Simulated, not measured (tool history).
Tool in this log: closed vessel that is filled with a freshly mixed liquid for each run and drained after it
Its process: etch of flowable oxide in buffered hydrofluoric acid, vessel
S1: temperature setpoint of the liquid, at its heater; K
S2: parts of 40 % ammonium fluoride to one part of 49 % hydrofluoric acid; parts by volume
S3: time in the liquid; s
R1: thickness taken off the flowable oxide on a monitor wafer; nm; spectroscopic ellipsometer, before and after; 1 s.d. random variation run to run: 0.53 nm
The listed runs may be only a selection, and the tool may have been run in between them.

run	hour	S1	S2	S3	R1
1	0	295.15	13	35	81.338
2	6.4	293.65	13.5	35	73.648
3	7.3	292.65	14	35	66.29
4	7.9	292.15	14	35	63.8
5	14.9	292.15	12.5	35	73.446
6	16.8	291.65	13	35	66.109
7	24.6	291.15	13	35	65.395

What does the tool deliver on the next run?
8	27.2	290.65	13.5	35	?

R1: 61.061 nm

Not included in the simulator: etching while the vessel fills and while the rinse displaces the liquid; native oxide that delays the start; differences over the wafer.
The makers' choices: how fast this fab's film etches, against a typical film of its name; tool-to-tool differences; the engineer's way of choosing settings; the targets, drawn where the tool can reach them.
